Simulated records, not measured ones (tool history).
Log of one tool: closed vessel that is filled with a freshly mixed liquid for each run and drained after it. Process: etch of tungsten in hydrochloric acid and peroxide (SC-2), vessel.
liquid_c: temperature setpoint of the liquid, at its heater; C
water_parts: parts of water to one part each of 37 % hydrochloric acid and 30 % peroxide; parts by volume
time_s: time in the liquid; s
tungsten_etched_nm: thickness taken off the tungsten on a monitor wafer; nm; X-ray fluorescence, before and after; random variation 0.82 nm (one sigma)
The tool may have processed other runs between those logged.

run,hour,liquid_c,water_parts,time_s,tungsten_etched_nm
1,0.0,45.0,12.0,985,62.888
2,5.4,48.5,12.0,985,78.629
3,12.6,48.5,10.0,985,91.850
4,18.1,48.5,8.0,985,110.450
5,19.2,50.0,8.0,985,122.700
6,21.8,50.0,8.0,1050,131.020
7,28.6,50.0,8.0,1050,130.650
8,29.5,51.0,8.0,1050,139.290

Forecast run 9:
9,37.6,51.5,8.0,1050,?

tungsten_etched_nm: 143.580 nm

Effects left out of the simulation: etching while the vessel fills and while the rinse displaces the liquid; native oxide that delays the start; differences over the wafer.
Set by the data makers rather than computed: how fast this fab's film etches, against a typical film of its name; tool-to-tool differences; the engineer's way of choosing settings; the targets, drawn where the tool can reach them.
